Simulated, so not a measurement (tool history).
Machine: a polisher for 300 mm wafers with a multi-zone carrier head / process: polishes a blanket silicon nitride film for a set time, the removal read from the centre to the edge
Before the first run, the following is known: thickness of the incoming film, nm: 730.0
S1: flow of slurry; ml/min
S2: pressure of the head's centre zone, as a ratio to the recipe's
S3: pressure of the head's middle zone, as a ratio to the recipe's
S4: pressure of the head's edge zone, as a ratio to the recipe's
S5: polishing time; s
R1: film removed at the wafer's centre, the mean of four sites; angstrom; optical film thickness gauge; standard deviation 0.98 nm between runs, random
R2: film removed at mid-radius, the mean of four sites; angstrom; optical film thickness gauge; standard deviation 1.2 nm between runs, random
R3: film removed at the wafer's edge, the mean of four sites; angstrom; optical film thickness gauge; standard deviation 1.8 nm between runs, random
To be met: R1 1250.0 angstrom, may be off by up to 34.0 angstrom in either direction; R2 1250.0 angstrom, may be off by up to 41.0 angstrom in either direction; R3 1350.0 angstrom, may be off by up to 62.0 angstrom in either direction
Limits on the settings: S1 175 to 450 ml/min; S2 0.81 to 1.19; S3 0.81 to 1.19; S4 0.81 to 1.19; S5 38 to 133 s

Run 1, day 0.000: S1 290 ml/min, S2 1.00, S3 1.00, S4 1.00, S5 85 s. Result: R1 2577.3 angstrom, R2 2615.8 angstrom, R3 2598.0 angstrom.
Run 2, day 0.204: S1 265 ml/min, S2 0.97, S3 0.95, S4 0.96, S5 72 s. Result: R1 2113.2 angstrom, R2 2074.9 angstrom, R3 2202.7 angstrom.
Run 3, day 0.525: S1 265 ml/min, S2 0.97, S3 0.95, S4 1.02, S5 72 s. Result: R1 2138.2 angstrom, R2 2102.9 angstrom, R3 2300.5 angstrom.
Run 4, day 0.821: S1 265 ml/min, S2 0.97, S3 0.95, S4 1.07, S5 72 s. Result: R1 2127.5 angstrom, R2 2098.8 angstrom, R3 2335.2 angstrom.
Run 5, day 1.096: S1 240 ml/min, S2 0.95, S3 0.94, S4 1.00, S5 63 s. Result: R1 1813.2 angstrom, R2 1801.2 angstrom, R3 1934.3 angstrom.
Run 6, day 1.142: S1 225 ml/min, S2 0.93, S3 0.92, S4 0.96, S5 58 s. Result: R1 1638.0 angstrom, R2 1630.3 angstrom, R3 1754.6 angstrom.
Run 7, day 1.175: S1 215 ml/min, S2 0.85, S3 0.84, S4 0.86, S5 41 s. Result: R1 1055.2 angstrom, R2 1054.5 angstrom, R3 1178.5 angstrom.
Run 8, day 1.304: S1 235 ml/min, S2 0.87, S3 0.86, S4 0.88, S5 40 s. Result: R1 1055.8 angstrom, R2 1060.9 angstrom, R3 1170.1 angstrom.
Run 9, day 1.512: S1 235 ml/min, S2 0.89, S3 0.88, S4 0.91, S5 40 s. Result: R1 1071.6 angstrom, R2 1083.9 angstrom, R3 1174.3 angstrom.
Run 10, day 1.738: S1 230 ml/min, S2 0.91, S3 0.90, S4 0.95, S5 40 s. Result: R1 1091.1 angstrom, R2 1107.2 angstrom, R3 1199.1 angstrom.
Run 11, day 1.904: S1 230 ml/min, S2 0.93, S3 0.91, S4 0.98, S5 41 s. Result: R1 1129.4 angstrom, R2 1124.6 angstrom, R3 1230.3 angstrom.
Run 12, day 1.967: S1 295 ml/min, S2 0.98, S3 0.99, S4 1.08, S5 45 s. Result: R1 1338.7 angstrom, R2 1367.4 angstrom, R3 1508.6 angstrom.
Run 13, day 2.308: S1 290 ml/min, S2 0.97, S3 0.97, S4 1.05, S5 45 s. Result: R1 1340.1 angstrom, R2 1350.8 angstrom, R3 1427.2 angstrom.
Run 14, day 2.604: S1 290 ml/min, S2 0.96, S3 0.95, S4 1.04, S5 45 s. Result: R1 1327.7 angstrom, R2 1326.6 angstrom, R3 1422.3 angstrom.
Run 15, day 2.967: S1 290 ml/min, S2 0.95, S3 0.94, S4 1.03, S5 45 s. Result: R1 1300.6 angstrom, R2 1296.4 angstrom, R3 1390.4 angstrom.
At day 3.129: edge zone pressure recalibrated.
Run 16, day 3.129: S1 290 ml/min, S2 0.94, S3 0.93, S4 1.03, S5 45 s. Result: R1 1310.8 angstrom, R2 1300.3 angstrom, R3 1374.1 angstrom.

Next run, 4 choices. One meets every target within its allowed miss, the rest don't. Which?
Run A, day 3.292: S1 370 ml/min, S2 0.85, S3 0.93, S4 0.92, S5 47 s. Result: R1 ?, R2 ?, R3 ?.
Run B, day 3.292: S1 285 ml/min, S2 0.93, S3 0.98, S4 1.04, S5 44 s. Result: R1 ?, R2 ?, R3 ?.
Run C, day 3.292: S1 340 ml/min, S2 0.91, S3 0.90, S4 1.04, S5 44 s. Result: R1 ?, R2 ?, R3 ?.
Run D, day 3.292: S1 195 ml/min, S2 0.88, S3 0.92, S4 1.01, S5 45 s. Result: R1 ?, R2 ?, R3 ?.

move      R1      R2      R3
   A  1247.1  1357.1  1372.9
   B  1243.0  1304.6  1344.3
   C  1233.9  1229.2  1357.8
   D  1173.2  1232.2  1329.0
A: brings the last run's worst result on target, with another outside its allowed miss
B: brings the last run's worst result on target, with another outside its allowed miss
C: in spec on every target
D: carries the result that was furthest off beyond its target, to the other side
C meets every target.
